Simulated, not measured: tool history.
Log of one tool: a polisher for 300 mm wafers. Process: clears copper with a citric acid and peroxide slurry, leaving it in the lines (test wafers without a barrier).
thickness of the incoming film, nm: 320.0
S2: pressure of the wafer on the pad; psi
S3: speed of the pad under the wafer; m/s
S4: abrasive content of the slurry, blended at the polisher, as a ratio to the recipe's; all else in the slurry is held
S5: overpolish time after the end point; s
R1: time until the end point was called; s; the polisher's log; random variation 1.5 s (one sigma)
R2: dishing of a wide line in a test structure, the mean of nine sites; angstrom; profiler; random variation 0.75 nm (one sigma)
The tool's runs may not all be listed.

run 1 day=0 | flow_of_slurry_(ml/min)=200 S2=3.6 S3=1.26 S4=1 S5=28 | R1=100.46 R2=542.05
run 2 day=0.325 | flow_of_slurry_(ml/min)=200 S2=4 S3=1.26 S4=1 S5=28 | R1=88.274 R2=580.7
run 3 day=0.379 | flow_of_slurry_(ml/min)=200 S2=4 S3=1.26 S4=1 S5=36 | R1=89.474 R2=682.57
run 4 day=0.554 | flow_of_slurry_(ml/min)=200 S2=3.7 S3=1.26 S4=1 S5=34 | R1=96.839 R2=624.93
run 5 day=0.658 | flow_of_slurry_(ml/min)=200 S2=3.7 S3=1.26 S4=1.2 S5=34 | R1=94.095 R2=655.35
run 6 day=0.846 | flow_of_slurry_(ml/min)=200 S2=3.4 S3=1.26 S4=1.2 S5=33 | R1=101.03 R2=580.85
run 7 day=1.025 | flow_of_slurry_(ml/min)=200 S2=3.2 S3=1.26 S4=1.2 S5=33 | R1=108.32 R2=559.23
run 8 day=1.217 | flow_of_slurry_(ml/min)=200 S2=3.1 S3=1.26 S4=1.2 S5=33 | R1=110.86 R2=537.67

The next listed run, before its measurement:
run 9 day=1.558 | flow_of_slurry_(ml/min)=200 S2=3 S3=1.26 S4=1.2 S5=33 | R1=? R2=?

{"run 9": {"R1": 115.66, "R2": 529.55}}

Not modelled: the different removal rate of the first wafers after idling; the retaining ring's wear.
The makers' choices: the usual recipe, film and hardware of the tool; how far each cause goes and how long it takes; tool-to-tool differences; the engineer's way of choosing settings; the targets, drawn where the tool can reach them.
